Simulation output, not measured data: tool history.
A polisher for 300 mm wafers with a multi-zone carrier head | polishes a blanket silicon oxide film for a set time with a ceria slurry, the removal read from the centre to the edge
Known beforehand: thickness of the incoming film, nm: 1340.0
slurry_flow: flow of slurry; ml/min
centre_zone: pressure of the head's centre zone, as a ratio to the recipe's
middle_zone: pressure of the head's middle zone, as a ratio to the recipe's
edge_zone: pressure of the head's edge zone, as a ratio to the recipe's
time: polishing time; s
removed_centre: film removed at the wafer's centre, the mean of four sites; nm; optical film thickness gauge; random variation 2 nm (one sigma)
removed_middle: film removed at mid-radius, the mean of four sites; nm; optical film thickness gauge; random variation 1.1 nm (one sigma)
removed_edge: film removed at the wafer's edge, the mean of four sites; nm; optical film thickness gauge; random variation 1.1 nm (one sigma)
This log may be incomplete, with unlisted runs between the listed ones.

Run 1, day 0: slurry_flow 255 ml/min, centre_zone 1, middle_zone 1, edge_zone 1, time 39 s. Result: removed_centre 135.26 nm, removed_middle 128.11 nm, removed_edge 130.06 nm.
Run 2, day 0.204: slurry_flow 255 ml/min, centre_zone 1, middle_zone 1, edge_zone 1, time 43 s. Result: removed_centre 147.39 nm, removed_middle 140.06 nm, removed_edge 142.59 nm.
Run 3, day 0.392: slurry_flow 255 ml/min, centre_zone 1, middle_zone 0.91, edge_zone 1, time 43 s. Result: removed_centre 150.65 nm, removed_middle 129.83 nm, removed_edge 145.07 nm.
Run 4, day 0.467: slurry_flow 280 ml/min, centre_zone 1, middle_zone 0.91, edge_zone 1, time 43 s. Result: removed_centre 149.37 nm, removed_middle 131.37 nm, removed_edge 142.92 nm.
Run 5, day 0.6: slurry_flow 290 ml/min, centre_zone 1.02, middle_zone 0.94, edge_zone 1, time 43 s. Result: removed_centre 153.48 nm, removed_middle 134.37 nm, removed_edge 145.69 nm.
Run 6, day 0.904: slurry_flow 290 ml/min, centre_zone 1.04, middle_zone 0.98, edge_zone 0.98, time 43 s. Result: removed_centre 158.06 nm, removed_middle 140 nm, removed_edge 142.91 nm.
Run 7, day 1.158: slurry_flow 295 ml/min, centre_zone 1.05, middle_zone 1, edge_zone 0.98, time 43 s. Result: removed_centre 157.48 nm, removed_middle 142.27 nm, removed_edge 143.25 nm.
Run 8, day 1.35: slurry_flow 300 ml/min, centre_zone 1.07, middle_zone 1.02, edge_zone 0.98, time 43 s. Result: removed_centre 160.77 nm, removed_middle 145.32 nm, removed_edge 144.7 nm.
Run 9, day 1.646: slurry_flow 305 ml/min, centre_zone 1.08, middle_zone 1.04, edge_zone 0.97, time 43 s. Result: removed_centre 165.58 nm, removed_middle 149.89 nm, removed_edge 143.33 nm.
Run 10, day 1.833: slurry_flow 310 ml/min, centre_zone 1.08, middle_zone 1.05, edge_zone 0.97, time 43 s. Result: removed_centre 164.45 nm, removed_middle 147.25 nm, removed_edge 143.53 nm.
Run 11, day 2.167: slurry_flow 310 ml/min, centre_zone 1.09, middle_zone 1.07, edge_zone 0.97, time 43 s. Result: removed_centre 162.44 nm, removed_middle 151.05 nm, removed_edge 143.58 nm.
Run 12, day 2.454: slurry_flow 315 ml/min, centre_zone 1.1, middle_zone 1.08, edge_zone 0.97, time 43 s. Result: removed_centre 162 nm, removed_middle 153.67 nm, removed_edge 145.33 nm.

Estimate the outcome of run 13 from the log above:
Run 13, day 2.721: slurry_flow 320 ml/min, centre_zone 1.11, middle_zone 1.08, edge_zone 0.96, time 43 s. Result: removed_centre ?, removed_middle ?, removed_edge ?.

{"run 13": {"removed_centre": 168.08, "removed_middle": 154.47, "removed_edge": 144.04}}

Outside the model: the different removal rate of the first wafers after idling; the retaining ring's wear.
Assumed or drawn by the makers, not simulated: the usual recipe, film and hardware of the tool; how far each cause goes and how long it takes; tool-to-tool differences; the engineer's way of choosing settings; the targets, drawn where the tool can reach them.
